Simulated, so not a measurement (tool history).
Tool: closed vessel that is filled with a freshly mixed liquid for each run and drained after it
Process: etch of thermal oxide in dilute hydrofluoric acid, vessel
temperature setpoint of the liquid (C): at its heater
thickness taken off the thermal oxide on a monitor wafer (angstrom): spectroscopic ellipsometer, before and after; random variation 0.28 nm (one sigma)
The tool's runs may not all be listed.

run	hour	temperature setpoint of the liquid (C)	parts of water to one part of 49 % hydrofluoric acid (parts by volume)	time in the liquid (s)	thickness taken off the thermal oxide on a monitor wafer (angstrom)
1	0.0	23.0	40	405	543.18
2	1.6	24.5	40	405	574.20
3	3.4	24.5	30	405	781.55
4	6.2	22.5	35	405	609.53
5	15.5	22.5	35	405	618.26
6	23.8	22.5	30	405	715.92
7	33.2	21.0	35	405	578.34
8	40.8	20.0	40	405	475.23

Run 9 comes next. What will it give?
9	46.8	17.0	50	405	?

thickness taken off the thermal oxide on a monitor wafer (angstrom): 330.77
